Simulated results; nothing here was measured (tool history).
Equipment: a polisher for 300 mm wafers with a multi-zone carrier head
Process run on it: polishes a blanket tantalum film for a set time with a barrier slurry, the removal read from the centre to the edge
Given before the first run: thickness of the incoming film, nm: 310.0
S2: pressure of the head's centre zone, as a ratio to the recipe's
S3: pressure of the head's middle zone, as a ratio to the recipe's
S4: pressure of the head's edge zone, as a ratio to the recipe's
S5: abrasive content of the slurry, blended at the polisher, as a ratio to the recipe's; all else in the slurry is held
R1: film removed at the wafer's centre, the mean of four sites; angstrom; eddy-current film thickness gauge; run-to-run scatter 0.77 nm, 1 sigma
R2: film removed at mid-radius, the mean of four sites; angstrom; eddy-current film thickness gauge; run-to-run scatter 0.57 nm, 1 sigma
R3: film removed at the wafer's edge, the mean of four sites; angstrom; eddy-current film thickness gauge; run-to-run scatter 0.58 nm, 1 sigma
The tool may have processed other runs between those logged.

Run 1, hour 0.0: flow of slurry (ml/min) 230, S2 1.00, S3 1.00, S4 1.00, S5 1.00, polishing time (s) 62. Result: R1 1116.10 angstrom, R2 1160.40 angstrom, R3 1172.50 angstrom.
Run 2, hour 2.2: flow of slurry (ml/min) 230, S2 1.04, S3 1.00, S4 1.00, S5 1.00, polishing time (s) 62. Result: R1 1166.80 angstrom, R2 1151.00 angstrom, R3 1169.60 angstrom.
Run 3, hour 7.1: flow of slurry (ml/min) 230, S2 1.04, S3 1.01, S4 0.97, S5 0.90, polishing time (s) 60. Result: R1 1096.00 angstrom, R2 1096.50 angstrom, R3 1086.10 angstrom.
Run 4, hour 14.3: flow of slurry (ml/min) 230, S2 1.05, S3 1.01, S4 0.95, S5 0.85, polishing time (s) 58. Result: R1 1036.40 angstrom, R2 1033.30 angstrom, R3 1033.60 angstrom.
Run 5, hour 16.7: flow of slurry (ml/min) 230, S2 1.01, S3 1.01, S4 0.95, S5 0.85, polishing time (s) 58. Result: R1 1024.90 angstrom, R2 1027.20 angstrom, R3 1034.50 angstrom.
Run 6, hour 17.3: flow of slurry (ml/min) 230, S2 1.02, S3 1.03, S4 0.93, S5 0.80, polishing time (s) 56. Result: R1 971.45 angstrom, R2 999.84 angstrom, R3 966.87 angstrom.
Run 7, hour 18.7: flow of slurry (ml/min) 230, S2 1.03, S3 1.04, S4 0.91, S5 0.75, polishing time (s) 55. Result: R1 950.29 angstrom, R2 971.62 angstrom, R3 903.66 angstrom.

Run 8 has not been measured yet. What should we expect?
Run 8, hour 20.6: flow of slurry (ml/min) 230, S2 1.03, S3 1.04, S4 0.91, S5 0.75, polishing time (s) 55. Result: R1 ?, R2 ?, R3 ?.

{"run 8": {"R1": 959.61, "R2": 983.93, "R3": 918.35}}

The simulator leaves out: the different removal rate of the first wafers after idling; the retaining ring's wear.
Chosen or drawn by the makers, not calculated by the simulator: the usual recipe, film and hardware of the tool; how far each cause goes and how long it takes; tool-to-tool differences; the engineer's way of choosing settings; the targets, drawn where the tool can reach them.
